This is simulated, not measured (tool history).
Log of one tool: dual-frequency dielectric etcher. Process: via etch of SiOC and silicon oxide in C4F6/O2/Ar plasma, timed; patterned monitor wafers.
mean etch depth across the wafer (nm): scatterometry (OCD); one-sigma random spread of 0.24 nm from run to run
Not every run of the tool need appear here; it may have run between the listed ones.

run	day	source power (W)	bias power (W)	etch time (s)	mean etch depth across the wafer (nm)
1	0.000	330	140	100.5	93.820
2	0.238	350	141	100.5	96.434
3	0.329	380	141	100.5	99.472
4	0.492	330	141	100.5	94.028
5	0.788	350	142	100.5	96.732
6	1.121	350	142	100.5	96.396

What will run 7 give?
# day 1.383: bias power generator calibrated
7	1.383	360	143	100.5	?

mean etch depth across the wafer (nm): 100.420
